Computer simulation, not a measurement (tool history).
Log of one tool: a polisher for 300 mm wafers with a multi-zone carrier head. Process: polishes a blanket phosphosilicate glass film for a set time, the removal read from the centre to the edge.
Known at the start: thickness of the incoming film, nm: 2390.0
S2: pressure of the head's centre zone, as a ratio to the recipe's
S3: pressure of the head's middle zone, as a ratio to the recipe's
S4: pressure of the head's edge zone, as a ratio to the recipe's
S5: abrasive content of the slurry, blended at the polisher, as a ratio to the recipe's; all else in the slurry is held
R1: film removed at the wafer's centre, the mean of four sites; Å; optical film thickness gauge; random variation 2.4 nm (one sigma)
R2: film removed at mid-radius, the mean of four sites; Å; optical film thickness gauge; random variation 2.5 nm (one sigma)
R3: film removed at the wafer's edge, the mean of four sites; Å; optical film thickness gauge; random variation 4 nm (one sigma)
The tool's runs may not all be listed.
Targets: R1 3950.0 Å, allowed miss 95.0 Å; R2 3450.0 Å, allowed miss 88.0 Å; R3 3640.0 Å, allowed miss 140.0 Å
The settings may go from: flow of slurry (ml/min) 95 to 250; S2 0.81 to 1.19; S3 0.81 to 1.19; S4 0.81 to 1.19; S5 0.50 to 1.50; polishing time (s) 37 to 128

run 1 hour=0.0 | flow_of_slurry_(ml/min)=160 S2=1.00 S3=1.00 S4=1.00 S5=1.00 polishing_time_(s)=82 | R1=5822.9 R2=5711.5 R3=5480.0
run 2 hour=7.7 | flow_of_slurry_(ml/min)=160 S2=1.00 S3=1.00 S4=1.00 S5=0.90 polishing_time_(s)=82 | R1=5549.1 R2=5470.6 R3=5209.6
run 3 hour=16.4 | flow_of_slurry_(ml/min)=160 S2=1.00 S3=0.97 S4=1.00 S5=0.90 polishing_time_(s)=82 | R1=5541.6 R2=5381.7 R3=5164.8
run 4 hour=22.9 | flow_of_slurry_(ml/min)=150 S2=1.01 S3=0.93 S4=1.02 S5=0.80 polishing_time_(s)=80 | R1=5038.7 R2=4653.3 R3=4776.7
run 5 hour=24.9 | flow_of_slurry_(ml/min)=150 S2=1.01 S3=0.93 S4=1.02 S5=0.80 polishing_time_(s)=71 | R1=4471.6 R2=4133.5 R3=4256.0
run 6 hour=26.3 | flow_of_slurry_(ml/min)=140 S2=1.01 S3=0.90 S4=0.99 S5=0.80 polishing_time_(s)=71 | R1=4410.3 R2=3942.1 R3=4137.9
run 7 hour=28.5 | flow_of_slurry_(ml/min)=130 S2=1.00 S3=0.89 S4=0.96 S5=0.80 polishing_time_(s)=71 | R1=4286.9 R2=3840.7 R3=3953.8
run 8 hour=37.1 | flow_of_slurry_(ml/min)=125 S2=0.99 S3=0.88 S4=0.95 S5=0.80 polishing_time_(s)=71 | R1=4191.8 R2=3825.4 R3=3965.0
run 9 hour=41.8 | flow_of_slurry_(ml/min)=120 S2=0.99 S3=0.87 S4=0.93 S5=0.80 polishing_time_(s)=71 | R1=4163.1 R2=3712.7 R3=3838.7
run 10 hour=46.0 | flow_of_slurry_(ml/min)=115 S2=0.99 S3=0.86 S4=0.92 S5=0.80 polishing_time_(s)=71 | R1=4108.4 R2=3658.4 R3=3838.2
run 11 hour=54.8 | flow_of_slurry_(ml/min)=110 S2=0.99 S3=0.85 S4=0.91 S5=0.80 polishing_time_(s)=71 | R1=4095.3 R2=3585.6 R3=3797.0
-- hour=57.9 edge zone pressure recalibrated
run 12 hour=57.9 | flow_of_slurry_(ml/min)=105 S2=0.99 S3=0.85 S4=0.90 S5=0.80 polishing_time_(s)=71 | R1=4018.3 R2=3515.9 R3=3851.8
run 13 hour=61.9 | flow_of_slurry_(ml/min)=110 S2=0.99 S3=0.84 S4=0.88 S5=0.80 polishing_time_(s)=71 | R1=4080.5 R2=3519.2 R3=3849.5
run 14 hour=67.1 | flow_of_slurry_(ml/min)=105 S2=1.00 S3=0.85 S4=0.88 S5=0.80 polishing_time_(s)=71 | R1=4063.2 R2=3533.0 R3=3847.0
run 15 hour=75.6 | flow_of_slurry_(ml/min)=115 S2=0.99 S3=0.84 S4=0.88 S5=0.80 polishing_time_(s)=71 | R1=4160.2 R2=3625.0 R3=3853.7
run 16 hour=82.7 | flow_of_slurry_(ml/min)=110 S2=0.99 S3=0.84 S4=0.87 S5=0.80 polishing_time_(s)=71 | R1=4046.4 R2=3588.6 R3=3850.0

5 next moves are on the table. One of them brings every result within its allowed miss. Which?
run A hour=89.8 | flow_of_slurry_(ml/min)=105 S2=0.94 S3=0.86 S4=0.88 S5=0.75 polishing_time_(s)=78 | R1=? R2=? R3=?
run B hour=89.8 | flow_of_slurry_(ml/min)=155 S2=1.07 S3=0.91 S4=0.86 S5=0.80 polishing_time_(s)=62 | R1=? R2=? R3=?
run C hour=89.8 | flow_of_slurry_(ml/min)=130 S2=0.95 S3=0.93 S4=0.88 S5=0.95 polishing_time_(s)=61 | R1=? R2=? R3=?
run D hour=89.8 | flow_of_slurry_(ml/min)=165 S2=1.07 S3=0.94 S4=0.98 S5=0.50 polishing_time_(s)=81 | R1=? R2=? R3=?
run E hour=89.8 | flow_of_slurry_(ml/min)=120 S2=1.01 S3=0.86 S4=0.87 S5=0.85 polishing_time_(s)=64 | R1=? R2=? R3=?

move=A R1=4125.4 R2=3813.4 R3=4039.4
move=B R1=4136.0 R2=3593.1 R3=3499.2
move=C R1=3901.0 R2=3787.7 R3=3695.9
move=D R1=4139.8 R2=3688.3 R3=3701.8
move=E R1=3965.4 R2=3459.2 R3=3607.1
A: further off than the last run
B: further off than the last run
C: further off than the last run
D: further off than the last run
E: meets every target
The right move is E.

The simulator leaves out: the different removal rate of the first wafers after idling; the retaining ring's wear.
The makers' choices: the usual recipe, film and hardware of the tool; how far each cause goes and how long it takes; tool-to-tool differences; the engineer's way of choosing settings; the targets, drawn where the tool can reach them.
